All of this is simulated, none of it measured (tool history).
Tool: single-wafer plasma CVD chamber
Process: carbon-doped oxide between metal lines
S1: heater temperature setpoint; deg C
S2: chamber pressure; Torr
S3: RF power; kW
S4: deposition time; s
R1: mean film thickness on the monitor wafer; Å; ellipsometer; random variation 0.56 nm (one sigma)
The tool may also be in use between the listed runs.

| run | hour | S1 | S2 | S3 | S4 | R1 |
|---|---|---|---|---|---|---|
| 1 | 0 | 375 | 5.89 | 0.48 | 19.7 | 974.8 |
| 2 | 1.8 | 375 | 5.89 | 0.51 | 19.7 | 1025.7 |
| 3 | 8.7 | 381 | 5.89 | 0.51 | 19.7 | 1012.9 |
| 4 | 14.9 | 381 | 5.89 | 0.51 | 19.7 | 1014.4 |
| 5 | 18.6 | 381 | 4.87 | 0.51 | 19.7 | 980.69 |
| 6 | 21.4 | 381 | 5.12 | 0.525 | 19.7 | 1007.7 |
| 7 | 27.9 | 381 | 5.34 | 0.535 | 19.7 | 1044.8 |
| 8 | 31.8 | 381 | 5.5 | 0.54 | 19.7 | 1055.6 |

Forecast run 9:
| 9 | 37.1 | 381 | 5.65 | 0.545 | 19.7 | ? |

Run 9 gave R1 1074.3 Å.
